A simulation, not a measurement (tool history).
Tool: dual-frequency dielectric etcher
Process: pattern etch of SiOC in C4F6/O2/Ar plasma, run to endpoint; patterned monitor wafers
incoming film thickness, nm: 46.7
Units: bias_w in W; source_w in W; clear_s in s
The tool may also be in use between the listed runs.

run    day  bias_w  source_w  clear_s
  1      0     351       360   16.476
  2  0.217     310       360   17.077
  3  0.538     294       350   17.714
  4  0.896     315       350   17.214
  5  1.029     315       380   16.868
  6  1.325     357       380   15.935

The next listed run, before its measurement:
  7  1.529     331       370        ?

clear_s: 16.714 s
